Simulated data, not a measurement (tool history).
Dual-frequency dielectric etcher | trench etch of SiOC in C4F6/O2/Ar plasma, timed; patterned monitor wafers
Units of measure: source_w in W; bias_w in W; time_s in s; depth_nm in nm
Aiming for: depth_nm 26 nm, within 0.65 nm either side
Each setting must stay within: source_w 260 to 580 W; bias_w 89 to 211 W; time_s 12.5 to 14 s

run 1 hour=0 | source_w=420 bias_w=150 time_s=14 | depth_nm=28.838
run 2 hour=7.2 | source_w=410 bias_w=148 time_s=14 | depth_nm=28.181
run 3 hour=11.6 | source_w=480 bias_w=148 time_s=14 | depth_nm=29.51
run 4 hour=16 | source_w=440 bias_w=148 time_s=14 | depth_nm=28.812
run 5 hour=19.5 | source_w=440 bias_w=132 time_s=14 | depth_nm=27.633
run 6 hour=20.8 | source_w=440 bias_w=132 time_s=14 | depth_nm=27.429
run 7 hour=26.7 | source_w=430 bias_w=131 time_s=14 | depth_nm=27.314
run 8 hour=33.7 | source_w=420 bias_w=130 time_s=14 | depth_nm=27.199
run 9 hour=39.2 | source_w=410 bias_w=129 time_s=14 | depth_nm=26.98
run 10 hour=46.2 | source_w=410 bias_w=128 time_s=14 | depth_nm=26.896
run 11 hour=47.3 | source_w=410 bias_w=127 time_s=14 | depth_nm=26.674

4 candidate next runs follow, results not yet known. Just one meets every target within its allowed miss. Identify it.
run A hour=48.4 | source_w=450 bias_w=137 time_s=14 | depth_nm=?
run B hour=48.4 | source_w=420 bias_w=131 time_s=13.5 | depth_nm=?
run C hour=48.4 | source_w=360 bias_w=123 time_s=13 | depth_nm=?
run D hour=48.4 | source_w=450 bias_w=151 time_s=13.5 | depth_nm=?

move=A depth_nm=27.929
move=B depth_nm=26.019
move=C depth_nm=23.563
move=D depth_nm=27.956
A: the biggest miss grows against the last run
B: each result inside its tolerance
C: carries the result that was furthest off beyond its target, to the other side
D: the biggest miss grows against the last run
The right move is B.
